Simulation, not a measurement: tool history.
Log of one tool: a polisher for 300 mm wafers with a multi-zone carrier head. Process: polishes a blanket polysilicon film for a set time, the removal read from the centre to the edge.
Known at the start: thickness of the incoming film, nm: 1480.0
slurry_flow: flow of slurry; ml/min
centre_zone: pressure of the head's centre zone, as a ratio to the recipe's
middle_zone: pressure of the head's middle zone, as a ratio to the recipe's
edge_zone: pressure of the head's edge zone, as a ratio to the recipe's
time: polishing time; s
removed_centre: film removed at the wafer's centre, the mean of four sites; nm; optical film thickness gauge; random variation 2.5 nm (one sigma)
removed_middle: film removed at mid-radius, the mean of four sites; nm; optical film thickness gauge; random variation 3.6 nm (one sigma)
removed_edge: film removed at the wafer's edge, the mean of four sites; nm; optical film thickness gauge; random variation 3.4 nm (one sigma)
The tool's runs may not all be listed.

run,hour,slurry_flow,centre_zone,middle_zone,edge_zone,time,removed_centre,removed_middle,removed_edge
1,0,210,1,1,1,62,391.46,381.5,387.02
2,6.7,210,0.99,1.01,1.02,62,387.55,386.96,393.77
3,10.3,210,0.98,1.01,1.03,62,384.05,386.1,387.74
4,14.6,210,1.04,1.01,1.03,62,406.3,385.55,396.16
# hour 21.1: worn pad replaced by a new one
5,21.1,210,1.04,0.93,1.03,62,459.91,413.48,448.85
6,27.5,210,1.04,0.93,0.95,62,460.43,410.89,427.59
7,29.2,200,1.01,0.93,0.95,63,455.31,410.87,435.53
8,33.1,205,0.98,0.93,0.96,63,439.91,415.67,440.99
9,41.1,200,0.96,0.93,0.96,63,427.37,416.14,427.02
10,45.6,140,0.86,0.92,1.06,63,354.94,390.01,437.27

The next listed run, before its measurement:
11,54.3,140,0.86,0.92,1.06,63,?,?,?

{"run 11": {"removed_centre": 359.99, "removed_middle": 391.38, "removed_edge": 441.91}}

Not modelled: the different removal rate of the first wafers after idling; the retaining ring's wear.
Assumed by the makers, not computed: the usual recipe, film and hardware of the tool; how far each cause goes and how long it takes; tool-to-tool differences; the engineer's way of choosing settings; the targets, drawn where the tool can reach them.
